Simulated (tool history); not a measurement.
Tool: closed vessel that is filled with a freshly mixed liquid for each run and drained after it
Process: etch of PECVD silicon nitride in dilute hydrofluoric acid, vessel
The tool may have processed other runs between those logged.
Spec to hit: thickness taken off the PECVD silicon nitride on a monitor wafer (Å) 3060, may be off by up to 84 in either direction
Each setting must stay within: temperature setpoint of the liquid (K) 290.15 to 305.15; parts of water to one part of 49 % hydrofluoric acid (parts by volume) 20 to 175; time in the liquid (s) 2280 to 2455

| run | hour | temperature setpoint of the liquid (K) | parts of water to one part of 49 % hydrofluoric acid (parts by volume) | time in the liquid (s) | thickness taken off the PECVD silicon nitride on a monitor wafer (Å) |
|---|---|---|---|---|---|
| 1 | 0 | 297.15 | 95 | 2280 | 880.18 |
| 2 | 0.9 | 298.15 | 85 | 2280 | 1048.4 |
| 3 | 7.8 | 299.15 | 80 | 2280 | 1177.4 |
| 4 | 14.3 | 299.65 | 75 | 2280 | 1294.4 |
| 5 | 23 | 300.15 | 70 | 2280 | 1434.6 |
|  | 26.2 | thermometer replaced |
| 6 | 26.2 | 300.65 | 65 | 2280 | 1421.1 |
| 7 | 27.9 | 301.15 | 60 | 2300 | 1597.2 |
| 8 | 35.3 | 301.15 | 60 | 2300 | 1596.6 |
| 9 | 39.4 | 301.65 | 55 | 2315 | 1796.9 |
| 10 | 46.6 | 302.15 | 50 | 2315 | 2061.8 |

Which single option among these 5 for the next run brings every result within its allowed miss of target? Just one does.
| A | 53.8 | 299.65 | 60 | 2280 | ? |
| B | 53.8 | 302.65 | 70 | 2455 | ? |
| C | 53.8 | 299.15 | 35 | 2395 | ? |
| D | 53.8 | 300.65 | 40 | 2455 | ? |
| E | 53.8 | 304.15 | 40 | 2445 | ? |

| move | thickness taken off the PECVD silicon nitride on a monitor wafer (Å) |
|---|---|
| A | 1455.5 |
| B | 1634.4 |
| C | 2508.7 |
| D | 2494.1 |
| E | 3121 |
A: moves away from the targets compared with the last run
B: moves away from the targets compared with the last run
C: closes in on the targets versus the last run, not all within tolerance yet
D: closes in on the targets versus the last run, not all within tolerance yet
E: every result within its allowed miss
E is the move that brings every result within its allowed miss.

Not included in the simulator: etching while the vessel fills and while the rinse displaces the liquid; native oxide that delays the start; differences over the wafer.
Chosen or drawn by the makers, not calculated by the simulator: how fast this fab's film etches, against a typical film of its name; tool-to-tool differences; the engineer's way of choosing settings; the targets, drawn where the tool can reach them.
